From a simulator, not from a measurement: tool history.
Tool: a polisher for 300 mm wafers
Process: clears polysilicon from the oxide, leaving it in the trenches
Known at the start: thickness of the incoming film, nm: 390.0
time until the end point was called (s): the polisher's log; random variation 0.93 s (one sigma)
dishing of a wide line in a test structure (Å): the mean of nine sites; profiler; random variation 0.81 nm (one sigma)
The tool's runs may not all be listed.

run,day,flow of slurry (ml/min),pressure of the wafer on the pad (kPa),speed of the pad under the wafer (m/s),overpolish time after the end point (s),time until the end point was called (s),dishing of a wide line in a test structure (Å)
1,0.000,315,13.1,0.92,15,41.731,511.25
2,0.075,315,11.7,0.92,16,46.325,481.20
3,0.212,315,11.7,0.92,20,47.255,521.04
4,0.321,315,13.8,0.92,20,39.372,515.39
5,0.638,245,13.8,0.92,20,40.879,532.70
6,0.796,285,13.8,0.92,20,40.966,533.50

Forecast run 7:
7,0.862,285,9.7,0.88,24,?,?

{"run 7": {"time until the end point was called (s)": 58.923, "dishing of a wide line in a test structure (Å)": 512.1}}
